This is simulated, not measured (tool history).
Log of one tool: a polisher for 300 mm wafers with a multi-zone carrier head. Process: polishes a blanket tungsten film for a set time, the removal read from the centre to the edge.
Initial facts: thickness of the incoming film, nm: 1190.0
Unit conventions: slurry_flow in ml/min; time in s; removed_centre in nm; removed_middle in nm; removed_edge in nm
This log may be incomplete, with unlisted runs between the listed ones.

run  hour  slurry_flow  centre_zone  middle_zone  edge_zone  slurry_solids  time  removed_centre  removed_middle  removed_edge
  1   0.0          320         1.00         1.00       1.00           1.00    60          398.67          406.86        406.53
  2   1.5          375         1.00         1.00       1.00           1.00    60          403.52          413.10        412.99
  3   4.7          375         1.00         1.00       1.00           1.10    60          418.87          424.42        428.90
  4  12.7          380         1.03         1.02       1.01           1.15    62          448.43          449.96        445.91
  5  21.0          380         1.03         1.05       1.01           1.15    62          450.23          465.93        446.09
  6  29.0          430         1.03         1.05       1.01           1.15    62          457.63          472.64        449.29
     35.5  -- edge zone pressure recalibrated
  7  35.5          435         1.06         1.05       1.02           1.20    64          490.31          490.07        456.50
  8  40.4          430         1.07         1.04       1.03           1.25    66          511.34          505.08        485.20
  9  48.6          430         1.09         1.04       1.04           1.30    68          541.81          522.71        505.78
 10  51.2          430         1.11         1.04       1.05           1.35    69          570.98          549.13        518.03
 11  53.3          430         1.12         1.03       1.06           1.40    70          590.69          553.36        526.57

Predict the results of run 12:
 12  60.1          430         1.13         1.02       1.07           1.40    71               ?               ?             ?

Run 12 gave removed_centre 609.44 nm, removed_middle 552.79 nm, removed_edge 547.48 nm.

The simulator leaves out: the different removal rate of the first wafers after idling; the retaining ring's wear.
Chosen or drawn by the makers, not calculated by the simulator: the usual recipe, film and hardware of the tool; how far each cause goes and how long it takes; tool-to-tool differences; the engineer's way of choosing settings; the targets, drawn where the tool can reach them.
